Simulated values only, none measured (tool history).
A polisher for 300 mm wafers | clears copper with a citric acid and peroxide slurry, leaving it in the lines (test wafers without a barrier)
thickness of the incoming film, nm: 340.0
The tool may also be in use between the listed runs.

| run | hour | flow of slurry (ml/min) | pressure of the wafer on the pad (kPa) | speed of the pad under the wafer (cm/s) | abrasive content of the slurry | overpolish time after the end point (s) | time until the end point was called (s) | dishing of a wide line in a test structure (Å) |
|---|---|---|---|---|---|---|---|---|
| 1 | 0 | 270 | 19.3 | 102 | 1 | 28 | 165.25 | 379.83 |
| 2 | 4.8 | 270 | 19.3 | 102 | 1 | 26 | 164.97 | 375.05 |
| 3 | 11.4 | 270 | 19.3 | 102 | 1 | 23 | 162.23 | 326.43 |
| 4 | 17.4 | 270 | 19.3 | 102 | 1 | 33 | 163.59 | 445.75 |
| 5 | 23.8 | 270 | 19.3 | 102 | 0.9 | 33 | 167.88 | 432.1 |
| 6 | 26.4 | 270 | 19.3 | 102 | 0.9 | 29 | 164.29 | 395.73 |

Run 7 comes next. What will it give?
| 7 | 32.6 | 270 | 19.3 | 102 | 0.9 | 26 | ? | ? |

Run 7 gave time until the end point was called (s) 167.2, dishing of a wide line in a test structure (Å) 359.66.
